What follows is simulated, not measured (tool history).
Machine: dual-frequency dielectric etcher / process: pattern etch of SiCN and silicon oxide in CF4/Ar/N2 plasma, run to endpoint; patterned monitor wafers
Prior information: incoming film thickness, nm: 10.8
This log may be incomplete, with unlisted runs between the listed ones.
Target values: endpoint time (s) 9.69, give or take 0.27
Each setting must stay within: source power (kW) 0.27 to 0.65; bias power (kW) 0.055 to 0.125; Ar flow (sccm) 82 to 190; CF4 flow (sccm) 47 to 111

Run 1, hour 0: source power (kW) 0.46, bias power (kW) 0.09, Ar flow (sccm) 136, CF4 flow (sccm) 79. Result: endpoint time (s) 12.329.
Run 2, hour 3.9: source power (kW) 0.47, bias power (kW) 0.09, Ar flow (sccm) 136, CF4 flow (sccm) 79. Result: endpoint time (s) 12.238.
Run 3, hour 9.4: source power (kW) 0.48, bias power (kW) 0.09, Ar flow (sccm) 136, CF4 flow (sccm) 79. Result: endpoint time (s) 11.989.
Run 4, hour 17.5: source power (kW) 0.49, bias power (kW) 0.09, Ar flow (sccm) 136, CF4 flow (sccm) 79. Result: endpoint time (s) 11.692.
Run 5, hour 23: source power (kW) 0.5, bias power (kW) 0.09, Ar flow (sccm) 136, CF4 flow (sccm) 79. Result: endpoint time (s) 11.598.
Run 6, hour 25.9: source power (kW) 0.5, bias power (kW) 0.09, Ar flow (sccm) 136, CF4 flow (sccm) 70. Result: endpoint time (s) 11.849.
Run 7, hour 29.2: source power (kW) 0.51, bias power (kW) 0.09, Ar flow (sccm) 136, CF4 flow (sccm) 70. Result: endpoint time (s) 11.593.
Run 8, hour 33.8: source power (kW) 0.52, bias power (kW) 0.09, Ar flow (sccm) 136, CF4 flow (sccm) 70. Result: endpoint time (s) 11.464.
Run 9, hour 42.7: source power (kW) 0.53, bias power (kW) 0.09, Ar flow (sccm) 136, CF4 flow (sccm) 70. Result: endpoint time (s) 11.303.
Run 10, hour 45: source power (kW) 0.54, bias power (kW) 0.09, Ar flow (sccm) 136, CF4 flow (sccm) 70. Result: endpoint time (s) 11.138.
Run 11, hour 51.3: source power (kW) 0.55, bias power (kW) 0.09, Ar flow (sccm) 136, CF4 flow (sccm) 70. Result: endpoint time (s) 11.042.

Below are 4 possible settings for the next run. Only one of them brings all results inside the allowed miss of their targets. Which is it?
Run A, hour 57.6: source power (kW) 0.64, bias power (kW) 0.097, Ar flow (sccm) 111, CF4 flow (sccm) 78. Result: endpoint time (s) ?.
Run B, hour 57.6: source power (kW) 0.43, bias power (kW) 0.074, Ar flow (sccm) 99, CF4 flow (sccm) 65. Result: endpoint time (s) ?.
Run C, hour 57.6: source power (kW) 0.65, bias power (kW) 0.078, Ar flow (sccm) 97, CF4 flow (sccm) 63. Result: endpoint time (s) ?.
Run D, hour 57.6: source power (kW) 0.64, bias power (kW) 0.103, Ar flow (sccm) 128, CF4 flow (sccm) 84. Result: endpoint time (s) ?.

move  endpoint time (s)
   A             9.2318
   B             13.588
   C             9.8214
   D             9.1354
A: pushes the last run's worst result past its target
B: its largest miss is bigger than the last run's
C: each result inside its tolerance
D: pushes the last run's worst result past its target
Correct choice: C, which meets every target

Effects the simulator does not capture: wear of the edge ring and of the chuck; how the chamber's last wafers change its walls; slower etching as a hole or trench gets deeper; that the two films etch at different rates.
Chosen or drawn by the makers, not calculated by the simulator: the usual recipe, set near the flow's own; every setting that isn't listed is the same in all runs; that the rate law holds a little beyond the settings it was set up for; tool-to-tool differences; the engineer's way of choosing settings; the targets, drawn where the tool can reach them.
